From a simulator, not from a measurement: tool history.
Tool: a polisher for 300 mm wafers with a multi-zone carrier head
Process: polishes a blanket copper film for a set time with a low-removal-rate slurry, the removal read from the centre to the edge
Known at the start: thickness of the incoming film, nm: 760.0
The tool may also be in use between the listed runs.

| run | hour | flow of slurry (ml/min) | pressure of the head's centre zone | pressure of the head's middle zone | pressure of the head's edge zone | abrasive content of the slurry | polishing time (s) | film removed at the wafer's centre (nm) | film removed at mid-radius (nm) | film removed at the wafer's edge (nm) |
|---|---|---|---|---|---|---|---|---|---|---|
| 1 | 0.0 | 195 | 1.00 | 1.00 | 1.00 | 1.00 | 39 | 104.87 | 104.17 | 102.90 |
| 2 | 5.8 | 195 | 1.00 | 1.00 | 1.04 | 1.00 | 39 | 105.60 | 101.79 | 102.15 |
| 3 | 12.1 | 195 | 0.98 | 1.00 | 1.04 | 1.10 | 40 | 111.00 | 109.38 | 110.63 |
| 4 | 14.3 | 200 | 0.97 | 1.01 | 1.05 | 1.15 | 40 | 111.86 | 111.55 | 113.50 |
| 5 | 21.2 | 200 | 0.97 | 1.01 | 1.05 | 1.15 | 48 | 134.73 | 131.94 | 134.80 |
| 6 | 28.4 | 200 | 0.96 | 1.02 | 1.05 | 1.15 | 48 | 131.74 | 131.72 | 133.08 |

The next listed run, before its measurement:
| 7 | 33.2 | 205 | 0.92 | 1.07 | 1.11 | 1.25 | 48 | ? | ? | ? |

{"run 7": {"film removed at the wafer's centre (nm)": 132.95, "film removed at mid-radius (nm)": 143.13, "film removed at the wafer's edge (nm)": 142.21}}
